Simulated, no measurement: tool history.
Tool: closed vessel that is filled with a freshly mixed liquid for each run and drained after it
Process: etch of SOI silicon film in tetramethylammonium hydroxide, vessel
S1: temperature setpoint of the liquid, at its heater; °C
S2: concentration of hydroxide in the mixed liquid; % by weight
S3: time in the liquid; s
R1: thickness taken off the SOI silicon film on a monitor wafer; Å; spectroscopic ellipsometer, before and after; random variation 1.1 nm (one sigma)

Run 1, hour 0.0: S1 62.0 °C, S2 8.5 % by weight, S3 35 s. Result: R1 1718.3 Å.
Run 2, hour 0.8: S1 62.5 °C, S2 8.5 % by weight, S3 35 s. Result: R1 1748.4 Å.
Run 3, hour 9.3: S1 68.0 °C, S2 8.5 % by weight, S3 35 s. Result: R1 2443.9 Å.
Run 4, hour 11.1: S1 68.0 °C, S2 7.0 % by weight, S3 35 s. Result: R1 2581.3 Å.
Run 5, hour 12.1: S1 68.0 °C, S2 7.5 % by weight, S3 35 s. Result: R1 2550.5 Å.
Run 6, hour 21.3: S1 68.0 °C, S2 7.5 % by weight, S3 35 s. Result: R1 2540.6 Å.
Run 7, hour 29.3: S1 67.5 °C, S2 7.5 % by weight, S3 35 s. Result: R1 2476.6 Å.
Run 8, hour 36.0: S1 67.0 °C, S2 7.5 % by weight, S3 35 s. Result: R1 2408.3 Å.
Run 9, hour 42.9: S1 66.5 °C, S2 7.5 % by weight, S3 35 s. Result: R1 2322.4 Å.
Run 10, hour 48.5: S1 66.0 °C, S2 7.5 % by weight, S3 35 s. Result: R1 2253.8 Å.

Forecast run 11:
Run 11, hour 53.9: S1 65.5 °C, S2 7.5 % by weight, S3 35 s. Result: R1 ?.

R1: 2182.1 Å
